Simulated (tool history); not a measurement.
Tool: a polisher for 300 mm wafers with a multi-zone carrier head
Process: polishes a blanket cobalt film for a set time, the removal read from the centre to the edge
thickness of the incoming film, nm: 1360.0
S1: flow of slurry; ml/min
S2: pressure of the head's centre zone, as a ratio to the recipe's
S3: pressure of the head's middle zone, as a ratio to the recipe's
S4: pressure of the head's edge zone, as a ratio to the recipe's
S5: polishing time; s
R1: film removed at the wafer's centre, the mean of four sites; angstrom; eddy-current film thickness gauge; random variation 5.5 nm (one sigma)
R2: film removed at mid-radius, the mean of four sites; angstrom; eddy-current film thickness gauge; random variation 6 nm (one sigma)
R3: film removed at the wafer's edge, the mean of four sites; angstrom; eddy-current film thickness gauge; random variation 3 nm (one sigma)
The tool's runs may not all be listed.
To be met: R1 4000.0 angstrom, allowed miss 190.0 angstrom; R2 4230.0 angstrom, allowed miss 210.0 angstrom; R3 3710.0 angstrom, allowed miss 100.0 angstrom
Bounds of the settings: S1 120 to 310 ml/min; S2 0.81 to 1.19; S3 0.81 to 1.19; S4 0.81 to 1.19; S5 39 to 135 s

run  hour   S1    S2    S3    S4   S5      R1      R2      R3
  1   0.0  200  1.00  1.00  1.00   87  3026.2  3029.2  3168.5
  2   2.9  230  1.00  1.00  1.00   87  3141.4  3132.4  3175.5
  3   4.3  235  1.01  1.02  1.01   88  3219.1  3207.2  3231.3
  4   8.6  240  1.02  1.04  1.01   89  3232.0  3342.8  3301.7
  5  15.7  240  1.02  1.04  1.01  106  3978.5  4000.2  3931.6
  6  19.8  240  1.02  1.05  1.00  106  3978.4  4043.1  3968.6
  7  26.1  245  1.02  1.06  0.98  106  3961.6  4101.5  3902.8
  8  27.1  245  1.02  1.06  0.98  106  3916.7  4122.3  3860.5

4 next moves are on the table. One of them brings every result within its allowed miss. Which?
  A  28.1  290  1.08  1.10  0.92  103   ?   ?   ?
  B  28.1  270  1.12  1.00  1.11  100   ?   ?   ?
  C  28.1  230  0.88  1.13  1.03  107   ?   ?   ?
  D  28.1  240  1.03  1.04  1.00  108   ?   ?   ?

move      R1      R2      R3
   A  4009.5  4173.7  3705.3
   B  3943.4  3706.6  3881.2
   C  3588.1  4319.1  3951.7
   D  3986.8  4082.0  3959.7
A: meets every target
B: further off than the last run
C: further off than the last run
D: further off than the last run
The right move is A.
